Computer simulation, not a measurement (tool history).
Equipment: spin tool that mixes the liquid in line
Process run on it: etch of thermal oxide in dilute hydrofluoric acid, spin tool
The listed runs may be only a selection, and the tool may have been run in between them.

run,hour,temperature setpoint of the liquid (K),parts of water to one part of 49 % hydrofluoric acid (parts by volume),time under the liquid (s),thickness taken off the thermal oxide on a monitor wafer (Å)
1,0,297.15,255,285,43.003
2,3.1,295.65,265,285,38.915
3,11.4,294.15,275,285,35.011
4,17.9,296.15,275,285,37.871
5,27,294.65,280,285,35.284
6,30.9,294.65,375,285,23.956
7,36.2,295.65,375,285,25.121
8,37,296.65,375,285,25.42
9,42.1,297.65,375,285,26.552

Run 10 comes next. What will it give?
10,43.8,298.15,375,285,?

{"run 10": {"thickness taken off the thermal oxide on a monitor wafer (Å)": 26.909}}
